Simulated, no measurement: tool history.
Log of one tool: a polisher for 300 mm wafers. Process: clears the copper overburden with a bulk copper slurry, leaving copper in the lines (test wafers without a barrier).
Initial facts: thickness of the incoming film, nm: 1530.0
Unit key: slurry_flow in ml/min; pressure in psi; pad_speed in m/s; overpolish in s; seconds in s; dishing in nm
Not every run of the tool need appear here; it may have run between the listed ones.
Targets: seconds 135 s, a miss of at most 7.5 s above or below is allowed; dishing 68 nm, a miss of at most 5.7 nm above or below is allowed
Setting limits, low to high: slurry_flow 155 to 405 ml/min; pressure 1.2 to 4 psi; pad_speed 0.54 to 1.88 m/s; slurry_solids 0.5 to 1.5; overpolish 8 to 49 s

{"run": 1, "day": 0.0, "slurry_flow": 260, "pressure": 2.6, "pad_speed": 1.2, "slurry_solids": 1, "overpolish": 25, "seconds": 120.75, "dishing": 135.77}
{"run": 2, "day": 0.271, "slurry_flow": 260, "pressure": 2.3, "pad_speed": 1.3, "slurry_solids": 1, "overpolish": 21, "seconds": 122.1, "dishing": 121.27}
{"run": 3, "day": 0.642, "slurry_flow": 260, "pressure": 2.3, "pad_speed": 1.06, "slurry_solids": 1, "overpolish": 21, "seconds": 147.79, "dishing": 104.11}
{"run": 4, "day": 0.783, "slurry_flow": 260, "pressure": 2, "pad_speed": 1.06, "slurry_solids": 1, "overpolish": 21, "seconds": 173.74, "dishing": 91.11}
{"run": 5, "day": 1.096, "slurry_flow": 260, "pressure": 2, "pad_speed": 1.06, "slurry_solids": 1, "overpolish": 14, "seconds": 169.86, "dishing": 68.791}
{"run": 6, "day": 1.45, "slurry_flow": 260, "pressure": 2.1, "pad_speed": 1.06, "slurry_solids": 1, "overpolish": 13, "seconds": 163.81, "dishing": 70.716}
{"run": 7, "day": 1.592, "slurry_flow": 265, "pressure": 2.2, "pad_speed": 1.06, "slurry_solids": 1, "overpolish": 12, "seconds": 151.74, "dishing": 69.804}
{"run": 8, "day": 1.775, "slurry_flow": 270, "pressure": 2.2, "pad_speed": 1.06, "slurry_solids": 1, "overpolish": 11, "seconds": 155.49, "dishing": 62.014}
{"run": 9, "day": 1.854, "slurry_flow": 265, "pressure": 2.3, "pad_speed": 1.06, "slurry_solids": 1, "overpolish": 11, "seconds": 144.05, "dishing": 67.247}

4 next moves are on the table. One of them brings every result within its allowed miss. Which?
{"run": "A", "day": 1.933, "slurry_flow": 190, "pressure": 2.6, "pad_speed": 0.92, "slurry_solids": 1, "overpolish": 15, "seconds": "?", "dishing": "?"}
{"run": "B", "day": 1.933, "slurry_flow": 275, "pressure": 2.3, "pad_speed": 1.04, "slurry_solids": 0.85, "overpolish": 18, "seconds": "?", "dishing": "?"}
{"run": "C", "day": 1.933, "slurry_flow": 250, "pressure": 2.4, "pad_speed": 1.14, "slurry_solids": 0.9, "overpolish": 13, "seconds": "?", "dishing": "?"}
{"run": "D", "day": 1.933, "slurry_flow": 250, "pressure": 2.4, "pad_speed": 1.1, "slurry_solids": 1.05, "overpolish": 10, "seconds": "?", "dishing": "?"}

move=A seconds=149.88 dishing=78.103
move=B seconds=150.36 dishing=86.874
move=C seconds=131.41 dishing=76.652
move=D seconds=131.34 dishing=63.022
A: the biggest miss grows against the last run
B: the biggest miss grows against the last run
C: brings the last run's worst result on target, with another outside its allowed miss
D: in spec on every target
D is the move that brings every result within its allowed miss.
